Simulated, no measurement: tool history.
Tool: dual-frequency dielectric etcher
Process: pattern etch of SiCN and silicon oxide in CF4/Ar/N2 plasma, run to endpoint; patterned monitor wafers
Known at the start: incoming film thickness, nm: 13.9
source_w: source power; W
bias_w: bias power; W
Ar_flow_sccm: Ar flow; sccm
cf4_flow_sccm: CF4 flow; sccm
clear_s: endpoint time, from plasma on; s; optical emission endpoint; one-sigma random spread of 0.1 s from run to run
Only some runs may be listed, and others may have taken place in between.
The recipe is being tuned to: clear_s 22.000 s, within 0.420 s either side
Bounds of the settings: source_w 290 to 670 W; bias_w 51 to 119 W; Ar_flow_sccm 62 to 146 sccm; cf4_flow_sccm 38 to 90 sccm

run 1 hour=0.0 | source_w=480 bias_w=85 Ar_flow_sccm=104 cf4_flow_sccm=64 | clear_s=15.539
run 2 hour=3.7 | source_w=540 bias_w=85 Ar_flow_sccm=104 cf4_flow_sccm=64 | clear_s=13.614
run 3 hour=6.2 | source_w=540 bias_w=71 Ar_flow_sccm=104 cf4_flow_sccm=64 | clear_s=14.517
run 4 hour=11.1 | source_w=460 bias_w=71 Ar_flow_sccm=104 cf4_flow_sccm=64 | clear_s=17.623
run 5 hour=12.1 | source_w=460 bias_w=71 Ar_flow_sccm=104 cf4_flow_sccm=69 | clear_s=17.432
run 6 hour=16.6 | source_w=460 bias_w=71 Ar_flow_sccm=104 cf4_flow_sccm=58 | clear_s=17.778
run 7 hour=22.4 | source_w=440 bias_w=71 Ar_flow_sccm=104 cf4_flow_sccm=58 | clear_s=18.679
run 8 hour=24.6 | source_w=430 bias_w=71 Ar_flow_sccm=104 cf4_flow_sccm=58 | clear_s=19.221
run 9 hour=31.0 | source_w=420 bias_w=71 Ar_flow_sccm=104 cf4_flow_sccm=58 | clear_s=19.720
run 10 hour=35.3 | source_w=410 bias_w=71 Ar_flow_sccm=104 cf4_flow_sccm=58 | clear_s=20.264

Next run, 4 choices. One meets every target within its allowed miss, the rest don't. Which?
run A hour=39.6 | source_w=420 bias_w=53 Ar_flow_sccm=109 cf4_flow_sccm=64 | clear_s=?
run B hour=39.6 | source_w=340 bias_w=106 Ar_flow_sccm=93 cf4_flow_sccm=63 | clear_s=?
run C hour=39.6 | source_w=380 bias_w=70 Ar_flow_sccm=106 cf4_flow_sccm=52 | clear_s=?
run D hour=39.6 | source_w=410 bias_w=60 Ar_flow_sccm=84 cf4_flow_sccm=56 | clear_s=?

move=A clear_s=22.160
move=B clear_s=21.144
move=C clear_s=22.871
move=D clear_s=21.186
A: in spec on every target
B: an improvement on the last run, though not all results are within tolerance
C: takes the biggest miss from the last run beyond its target
D: an improvement on the last run, though not all results are within tolerance
So the answer is move A, the one that meets all the targets.
